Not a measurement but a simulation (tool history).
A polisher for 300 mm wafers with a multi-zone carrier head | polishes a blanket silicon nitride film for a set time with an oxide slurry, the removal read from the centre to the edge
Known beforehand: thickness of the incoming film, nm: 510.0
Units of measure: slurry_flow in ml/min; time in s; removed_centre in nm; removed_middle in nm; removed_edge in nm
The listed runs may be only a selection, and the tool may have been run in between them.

{"run": 1, "hour": 0.0, "slurry_flow": 140, "centre_zone": 1, "middle_zone": 1, "edge_zone": 1, "slurry_solids": 1, "time": 49, "removed_centre": 44.007, "removed_middle": 43.506, "removed_edge": 42.872}
{"run": 2, "hour": 8.7, "slurry_flow": 140, "centre_zone": 1, "middle_zone": 1.04, "edge_zone": 1, "slurry_solids": 1, "time": 49, "removed_centre": 44.234, "removed_middle": 44.387, "removed_edge": 43.22}
{"run": 3, "hour": 11.4, "slurry_flow": 170, "centre_zone": 1, "middle_zone": 1.04, "edge_zone": 1, "slurry_solids": 1, "time": 49, "removed_centre": 46.555, "removed_middle": 46.245, "removed_edge": 44.595}
{"run": 4, "hour": 14.4, "slurry_flow": 175, "centre_zone": 0.99, "middle_zone": 1.05, "edge_zone": 1.03, "slurry_solids": 1.05, "time": 49, "removed_centre": 48.182, "removed_middle": 48.524, "removed_edge": 45.954}
{"run": 5, "hour": 19.6, "slurry_flow": 170, "centre_zone": 0.97, "middle_zone": 1.03, "edge_zone": 1.05, "slurry_solids": 1.1, "time": 50, "removed_centre": 48.969, "removed_middle": 49.56, "removed_edge": 48.697}
{"run": 6, "hour": 24.3, "slurry_flow": 170, "centre_zone": 1.03, "middle_zone": 1.03, "edge_zone": 1.05, "slurry_solids": 1.1, "time": 50, "removed_centre": 51.473, "removed_middle": 49.104, "removed_edge": 48.458}
{"run": 7, "hour": 32.8, "slurry_flow": 170, "centre_zone": 1.01, "middle_zone": 1.03, "edge_zone": 1.08, "slurry_solids": 1.15, "time": 50, "removed_centre": 51.524, "removed_middle": 49.474, "removed_edge": 50.099}

Predict the results of run 8:
{"run": 8, "hour": 41.0, "slurry_flow": 175, "centre_zone": 0.99, "middle_zone": 1.04, "edge_zone": 1.1, "slurry_solids": 1.2, "time": 50, "removed_centre": "?", "removed_middle": "?", "removed_edge": "?"}

removed_centre: 50.787 nm
removed_middle: 51.745 nm
removed_edge: 51.466 nm
